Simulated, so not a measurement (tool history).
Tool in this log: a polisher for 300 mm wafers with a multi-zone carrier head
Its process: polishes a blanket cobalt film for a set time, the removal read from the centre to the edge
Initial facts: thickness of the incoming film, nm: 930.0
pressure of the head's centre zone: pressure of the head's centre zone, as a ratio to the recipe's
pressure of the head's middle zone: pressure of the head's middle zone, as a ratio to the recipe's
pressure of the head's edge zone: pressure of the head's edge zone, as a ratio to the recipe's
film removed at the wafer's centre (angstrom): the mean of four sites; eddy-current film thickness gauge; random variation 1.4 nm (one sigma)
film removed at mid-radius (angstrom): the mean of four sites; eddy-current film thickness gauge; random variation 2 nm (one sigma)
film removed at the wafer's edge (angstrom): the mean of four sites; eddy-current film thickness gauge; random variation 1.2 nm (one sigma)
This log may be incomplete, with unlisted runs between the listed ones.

run,hour,flow of slurry (ml/min),pressure of the head's centre zone,pressure of the head's middle zone,pressure of the head's edge zone,polishing time (s),film removed at the wafer's centre (angstrom),film removed at mid-radius (angstrom),film removed at the wafer's edge (angstrom)
1,0,205,1,1,1,58,2237.9,2251.2,2221.6
2,3.2,205,1.05,1,1,58,2355.5,2217.1,2213.9
3,9.1,205,1.05,1,0.98,55,2223,2092.5,2081
4,13.8,180,1.05,1,0.98,55,2209.2,2126,2094.2
5,18.4,180,1.05,1,0.98,44,1740.4,1644.7,1663.9
6,20.7,180,1.05,0.92,0.98,44,1745.3,1544.9,1641.7
7,25.3,180,1.05,0.93,0.96,44,1731.4,1577.2,1635
8,28.5,180,1.05,0.93,0.94,44,1746.9,1581.1,1655.4
9,34.1,180,1.05,0.93,0.94,44,1750.6,1579.2,1646.3
10,35.1,180,1.05,0.95,0.93,43,1717.7,1587.5,1594.4
11,43,180,1.05,0.95,0.92,43,1713,1577.3,1589
12,51,180,1.05,0.96,0.91,43,1706.3,1577.8,1573.5
13,55.9,180,1.05,0.97,0.9,43,1679.6,1580.6,1551.2

Predict the results of run 14:
14,63,180,1.05,0.97,0.9,43,?,?,?

{"run 14": {"film removed at the wafer's centre (angstrom)": 1708.6, "film removed at mid-radius (angstrom)": 1599.9, "film removed at the wafer's edge (angstrom)": 1548.6}}
